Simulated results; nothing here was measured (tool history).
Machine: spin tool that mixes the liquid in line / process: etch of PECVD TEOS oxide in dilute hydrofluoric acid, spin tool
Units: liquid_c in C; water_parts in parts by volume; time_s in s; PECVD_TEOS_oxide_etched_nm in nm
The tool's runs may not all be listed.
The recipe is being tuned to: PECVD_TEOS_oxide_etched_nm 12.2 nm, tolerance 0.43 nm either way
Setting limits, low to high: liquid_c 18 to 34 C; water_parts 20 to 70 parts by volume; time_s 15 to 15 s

{"run": 1, "hour": 0.0, "liquid_c": 26, "water_parts": 40, "time_s": 15, "PECVD_TEOS_oxide_etched_nm": 5.5958}
{"run": 2, "hour": 2.1, "liquid_c": 23, "water_parts": 40, "time_s": 15, "PECVD_TEOS_oxide_etched_nm": 5.0193}
{"run": 3, "hour": 3.9, "liquid_c": 23, "water_parts": 50, "time_s": 15, "PECVD_TEOS_oxide_etched_nm": 3.9928}
{"run": 4, "hour": 5.2, "liquid_c": 20, "water_parts": 50, "time_s": 15, "PECVD_TEOS_oxide_etched_nm": 3.4425}
{"run": 5, "hour": 8.2, "liquid_c": 20, "water_parts": 40, "time_s": 15, "PECVD_TEOS_oxide_etched_nm": 4.3814}
{"run": 6, "hour": 9.7, "liquid_c": 20, "water_parts": 30, "time_s": 15, "PECVD_TEOS_oxide_etched_nm": 6.0289}
{"run": 7, "hour": 17.4, "liquid_c": 22.5, "water_parts": 30, "time_s": 15, "PECVD_TEOS_oxide_etched_nm": 6.7094}
{"run": 8, "hour": 26.0, "liquid_c": 24.5, "water_parts": 30, "time_s": 15, "PECVD_TEOS_oxide_etched_nm": 7.2015}
{"run": 9, "hour": 30.4, "liquid_c": 26, "water_parts": 30, "time_s": 15, "PECVD_TEOS_oxide_etched_nm": 7.7486}
{"run": 10, "hour": 31.5, "liquid_c": 27.5, "water_parts": 30, "time_s": 15, "PECVD_TEOS_oxide_etched_nm": 7.9886}
{"run": 11, "hour": 34.3, "liquid_c": 28.5, "water_parts": 30, "time_s": 15, "PECVD_TEOS_oxide_etched_nm": 8.5561}

Next run, 5 choices. One meets every target within its allowed miss, the rest don't. Which?
{"run": "A", "hour": 37.1, "liquid_c": 22.5, "water_parts": 20, "time_s": 15, "PECVD_TEOS_oxide_etched_nm": "?"}
{"run": "B", "hour": 37.1, "liquid_c": 33, "water_parts": 25, "time_s": 15, "PECVD_TEOS_oxide_etched_nm": "?"}
{"run": "C", "hour": 37.1, "liquid_c": 28, "water_parts": 25, "time_s": 15, "PECVD_TEOS_oxide_etched_nm": "?"}
{"run": "D", "hour": 37.1, "liquid_c": 28.5, "water_parts": 35, "time_s": 15, "PECVD_TEOS_oxide_etched_nm": "?"}
{"run": "E", "hour": 37.1, "liquid_c": 30, "water_parts": 25, "time_s": 15, "PECVD_TEOS_oxide_etched_nm": "?"}

move=A PECVD_TEOS_oxide_etched_nm=10.061
move=B PECVD_TEOS_oxide_etched_nm=12.287
move=C PECVD_TEOS_oxide_etched_nm=10.055
move=D PECVD_TEOS_oxide_etched_nm=7.2195
move=E PECVD_TEOS_oxide_etched_nm=10.904
A: better than the last run, though not everything is in spec
B: every result lands within tolerance
C: better than the last run, though not everything is in spec
D: the biggest miss grows against the last run
E: better than the last run, though not everything is in spec
Answer: B

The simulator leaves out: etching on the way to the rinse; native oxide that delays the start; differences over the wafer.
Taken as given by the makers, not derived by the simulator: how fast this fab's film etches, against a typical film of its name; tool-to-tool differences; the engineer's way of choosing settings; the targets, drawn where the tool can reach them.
